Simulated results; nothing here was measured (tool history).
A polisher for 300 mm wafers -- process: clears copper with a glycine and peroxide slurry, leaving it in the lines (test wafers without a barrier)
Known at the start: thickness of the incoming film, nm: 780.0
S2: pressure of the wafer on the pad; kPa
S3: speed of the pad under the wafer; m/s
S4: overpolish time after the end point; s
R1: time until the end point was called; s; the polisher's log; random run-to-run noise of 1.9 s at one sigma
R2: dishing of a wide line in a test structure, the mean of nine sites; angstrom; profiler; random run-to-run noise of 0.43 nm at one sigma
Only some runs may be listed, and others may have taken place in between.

{"run": 1, "hour": 0.0, "flow of slurry (ml/min)": 310, "S2": 22.8, "S3": 0.9, "S4": 13, "R1": 115.51, "R2": 500.57}
{"run": 2, "hour": 8.2, "flow of slurry (ml/min)": 310, "S2": 19.3, "S3": 0.9, "S4": 13, "R1": 128.24, "R2": 458.02}
{"run": 3, "hour": 10.2, "flow of slurry (ml/min)": 310, "S2": 17.2, "S3": 0.86, "S4": 11, "R1": 142.6, "R2": 350.56}
{"run": 4, "hour": 15.2, "flow of slurry (ml/min)": 310, "S2": 15.9, "S3": 0.84, "S4": 11, "R1": 154.74, "R2": 357.71}
{"run": 5, "hour": 22.6, "flow of slurry (ml/min)": 310, "S2": 14.5, "S3": 0.82, "S4": 10, "R1": 163.62, "R2": 300.21}
{"run": 6, "hour": 29.4, "flow of slurry (ml/min)": 310, "S2": 13.8, "S3": 0.8, "S4": 9, "R1": 170.86, "R2": 264.15}
{"run": 7, "hour": 35.0, "flow of slurry (ml/min)": 310, "S2": 10.3, "S3": 0.78, "S4": 8, "R1": 205.28, "R2": 201.27}

What does the tool deliver on the next run?
{"run": 8, "hour": 39.8, "flow of slurry (ml/min)": 310, "S2": 11.7, "S3": 0.78, "S4": 9, "R1": "?", "R2": "?"}

R1: 194.29 s
R2: 257.96 angstrom
